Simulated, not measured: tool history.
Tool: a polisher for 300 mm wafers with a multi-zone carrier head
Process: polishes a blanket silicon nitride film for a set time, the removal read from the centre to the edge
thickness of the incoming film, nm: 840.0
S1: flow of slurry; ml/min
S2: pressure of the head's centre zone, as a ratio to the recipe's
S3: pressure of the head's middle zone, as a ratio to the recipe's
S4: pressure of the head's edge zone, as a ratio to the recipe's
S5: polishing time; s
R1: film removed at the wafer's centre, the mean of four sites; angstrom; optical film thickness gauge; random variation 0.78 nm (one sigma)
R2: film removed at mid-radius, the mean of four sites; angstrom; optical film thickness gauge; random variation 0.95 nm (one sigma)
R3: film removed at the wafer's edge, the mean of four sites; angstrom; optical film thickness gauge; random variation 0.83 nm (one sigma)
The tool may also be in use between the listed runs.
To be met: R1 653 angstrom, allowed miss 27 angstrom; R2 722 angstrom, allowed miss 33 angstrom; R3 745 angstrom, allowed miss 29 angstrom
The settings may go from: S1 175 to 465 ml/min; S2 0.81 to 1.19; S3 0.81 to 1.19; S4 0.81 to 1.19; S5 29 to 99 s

run,hour,S1,S2,S3,S4,S5,R1,R2,R3
1,0,295,1,1,1,64,923.39,897.56,888.19
2,4.8,355,1,1,1,64,940.21,972.92,910.88
3,11.3,355,1,1,0.97,64,946.33,963.31,884.13
4,12.6,355,1.04,1,0.97,64,954.72,942.28,887.79
5,20.4,300,1.04,1,0.97,64,960.86,923.64,879.72
6,27.4,300,1.04,1,0.97,56,830.3,812.52,774.81
7,35.1,295,0.99,0.99,0.99,55,774.64,771.05,762.98
8,40,285,0.95,0.99,1,55,753.87,776.53,760.05
9,42.6,275,0.92,0.98,1.01,55,725.41,782.01,759.83
10,44.2,265,0.9,0.97,1.02,55,703.43,769.91,758.51
11,47.5,255,0.89,0.96,1.02,55,696.2,762.69,764.64
12,55,250,0.88,0.95,1.02,55,674.02,751.78,768.27

5 next moves are on the table. One of them brings every result within its allowed miss. Which?
A,62.5,245,0.81,0.91,1.03,59,?,?,?
B,62.5,270,0.83,0.81,0.99,58,?,?,?
C,62.5,300,0.88,1.04,1,56,?,?,?
D,62.5,245,0.99,1.05,0.98,52,?,?,?
E,62.5,245,0.87,0.94,1.06,53,?,?,?

move,R1,R2,R3
A,673.73,787.94,824.52
B,687.42,731.49,803.04
C,713.92,831.48,784.15
D,727.54,758.58,708.41
E,650.58,721.7,751.01
A: further off than the last run
B: brings the result that was furthest off to its target, and leaves another outside
C: further off than the last run
D: further off than the last run
E: meets every target
Move E is the one to make.
